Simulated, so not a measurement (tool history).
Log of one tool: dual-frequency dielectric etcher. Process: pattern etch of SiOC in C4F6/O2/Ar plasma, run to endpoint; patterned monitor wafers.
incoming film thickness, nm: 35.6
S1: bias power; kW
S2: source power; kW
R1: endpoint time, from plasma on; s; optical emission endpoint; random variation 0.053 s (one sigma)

run  hour     S1    S2      R1
  1     0  0.381  0.43  12.828
  2   0.8  0.394  0.44  12.307
  3   1.4  0.394  0.47  11.967
  4  10.3  0.394  0.44  12.399
  5  17.9  0.394  0.36   14.07
  6  20.1  0.394  0.32  15.292
  7  21.2   0.47  0.41  12.087
  8  22.9  0.476  0.41  12.058

The next listed run, before its measurement:
  9  30.3  0.481  0.41   ?

Run 9 gave R1 12.086 s.
